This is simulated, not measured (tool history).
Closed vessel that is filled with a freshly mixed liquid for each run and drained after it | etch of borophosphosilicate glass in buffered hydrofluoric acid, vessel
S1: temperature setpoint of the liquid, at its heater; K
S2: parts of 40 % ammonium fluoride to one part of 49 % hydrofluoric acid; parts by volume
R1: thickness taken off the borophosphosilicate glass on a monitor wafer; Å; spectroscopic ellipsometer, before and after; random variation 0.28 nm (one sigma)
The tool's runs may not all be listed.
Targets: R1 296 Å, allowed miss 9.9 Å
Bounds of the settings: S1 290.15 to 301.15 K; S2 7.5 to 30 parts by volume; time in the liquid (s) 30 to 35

Run 1, day 0: S1 293.15 K, S2 22 parts by volume, time in the liquid (s) 35. Result: R1 222.61 Å.
Run 2, day 0.329: S1 295.15 K, S2 22 parts by volume, time in the liquid (s) 35. Result: R1 249.03 Å.
Run 3, day 0.383: S1 295.15 K, S2 24.5 parts by volume, time in the liquid (s) 35. Result: R1 231.54 Å.
Run 4, day 0.679: S1 296.65 K, S2 24.5 parts by volume, time in the liquid (s) 35. Result: R1 247.94 Å.
Run 5, day 0.738: S1 295.15 K, S2 24.5 parts by volume, time in the liquid (s) 35. Result: R1 229.29 Å.
Run 6, day 1.112: S1 295.15 K, S2 24.5 parts by volume, time in the liquid (s) 35. Result: R1 227.5 Å.
Run 7, day 1.258: S1 296.65 K, S2 24.5 parts by volume, time in the liquid (s) 35. Result: R1 249.16 Å.
Run 8, day 1.5: S1 297.65 K, S2 24.5 parts by volume, time in the liquid (s) 35. Result: R1 260.89 Å.
Run 9, day 1.667: S1 298.65 K, S2 24.5 parts by volume, time in the liquid (s) 35. Result: R1 277.9 Å.
Run 10, day 2.021: S1 299.15 K, S2 24.5 parts by volume, time in the liquid (s) 35. Result: R1 285.43 Å.

Which of these 4 next moves meets every target?
Run A, day 2.375: S1 300.15 K, S2 22.5 parts by volume, time in the liquid (s) 35. Result: R1 ?.
Run B, day 2.375: S1 301.15 K, S2 24.5 parts by volume, time in the liquid (s) 35. Result: R1 ?.
Run C, day 2.375: S1 299.65 K, S2 22 parts by volume, time in the liquid (s) 35. Result: R1 ?.
Run D, day 2.375: S1 299.65 K, S2 24.5 parts by volume, time in the liquid (s) 35. Result: R1 ?.

move      R1
   A  318.06
   B  316.37
   C  314.51
   D  292.03
A: takes the result that was furthest off past its target
B: takes the result that was furthest off past its target
C: takes the result that was furthest off past its target
D: meets every target
Move D is the one to make.

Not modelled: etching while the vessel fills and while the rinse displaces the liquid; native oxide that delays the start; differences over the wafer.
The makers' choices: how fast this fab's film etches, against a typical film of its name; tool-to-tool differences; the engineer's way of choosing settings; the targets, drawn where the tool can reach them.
